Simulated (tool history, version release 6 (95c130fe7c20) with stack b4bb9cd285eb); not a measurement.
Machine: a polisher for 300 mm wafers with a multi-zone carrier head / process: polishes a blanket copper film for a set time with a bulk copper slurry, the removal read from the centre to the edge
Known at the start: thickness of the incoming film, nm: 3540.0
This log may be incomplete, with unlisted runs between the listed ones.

| run | hour | flow of slurry (ml/min) | pressure of the head's centre zone | pressure of the head's middle zone | pressure of the head's edge zone | abrasive content of the slurry | polishing time (s) | film removed at the wafer's centre (angstrom) | film removed at mid-radius (angstrom) | film removed at the wafer's edge (angstrom) |
|---|---|---|---|---|---|---|---|---|---|---|
| 1 | 0.0 | 280 | 1.00 | 1.00 | 1.00 | 1.00 | 57 | 3810.9 | 3794.9 | 3867.9 |
| 2 | 7.2 | 285 | 0.99 | 1.00 | 0.97 | 0.90 | 56 | 3691.4 | 3685.5 | 3680.8 |
| 3 | 12.2 | 285 | 0.99 | 1.00 | 0.97 | 0.90 | 65 | 4284.6 | 4246.9 | 4324.6 |
| 4 | 19.0 | 285 | 0.99 | 1.00 | 0.92 | 0.90 | 65 | 4261.3 | 4251.9 | 4176.6 |
| 5 | 25.1 | 285 | 0.98 | 1.00 | 0.90 | 0.85 | 63 | 4053.0 | 4095.6 | 4010.5 |
| 6 | 30.9 | 285 | 0.98 | 1.07 | 0.90 | 0.85 | 63 | 4045.5 | 4342.5 | 4031.5 |
| 7 | 34.7 | 290 | 0.97 | 1.06 | 0.89 | 0.80 | 61 | 3865.8 | 4208.7 | 3798.7 |
| 8 | 40.3 | 295 | 0.96 | 1.04 | 0.88 | 0.75 | 59 | 3641.0 | 3891.1 | 3706.4 |

Run 9 comes next. What will it give?
| 9 | 44.9 | 285 | 0.97 | 1.04 | 0.87 | 0.70 | 57 | ? | ? | ? |

Run 9 produced film removed at the wafer's centre (angstrom) 3538.9, film removed at mid-radius (angstrom) 3758.5, film removed at the wafer's edge (angstrom) 3373.5.

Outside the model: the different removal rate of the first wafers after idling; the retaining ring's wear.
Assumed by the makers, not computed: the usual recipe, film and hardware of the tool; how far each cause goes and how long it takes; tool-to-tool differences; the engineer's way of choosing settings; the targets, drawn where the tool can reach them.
